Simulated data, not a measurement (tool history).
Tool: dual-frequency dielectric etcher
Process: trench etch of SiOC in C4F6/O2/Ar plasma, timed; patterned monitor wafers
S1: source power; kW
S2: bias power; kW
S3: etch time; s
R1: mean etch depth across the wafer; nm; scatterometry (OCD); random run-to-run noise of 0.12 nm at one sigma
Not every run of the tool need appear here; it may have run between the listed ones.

Run 1, hour 0: S1 0.42 kW, S2 0.148 kW, S3 9 s. Result: R1 16.832 nm.
Run 2, hour 5.6: S1 0.42 kW, S2 0.148 kW, S3 8.5 s. Result: R1 16.008 nm.
Run 3, hour 8.5: S1 0.46 kW, S2 0.154 kW, S3 8.5 s. Result: R1 16.53 nm.
Run 4, hour 16.1: S1 0.48 kW, S2 0.166 kW, S3 8.5 s. Result: R1 17.131 nm.
At hour 22.6: source power generator calibrated.
Run 5, hour 22.6: S1 0.53 kW, S2 0.166 kW, S3 8.5 s. Result: R1 17.422 nm.
Run 6, hour 25.5: S1 0.54 kW, S2 0.174 kW, S3 8.5 s. Result: R1 17.737 nm.
Run 7, hour 32.9: S1 0.54 kW, S2 0.18 kW, S3 8.5 s. Result: R1 17.876 nm.
Run 8, hour 38.6: S1 0.55 kW, S2 0.185 kW, S3 8.5 s. Result: R1 18.22 nm.
Run 9, hour 39.7: S1 0.55 kW, S2 0.189 kW, S3 8.5 s. Result: R1 17.886 nm.
Run 10, hour 48.4: S1 0.56 kW, S2 0.189 kW, S3 8.5 s. Result: R1 18.346 nm.
Run 11, hour 52.4: S1 0.56 kW, S2 0.192 kW, S3 8.5 s. Result: R1 18.276 nm.

The next listed run, before its measurement:
Run 12, hour 54.4: S1 0.56 kW, S2 0.194 kW, S3 8.5 s. Result: R1 ?.

{"run 12": {"R1": 18.345}}
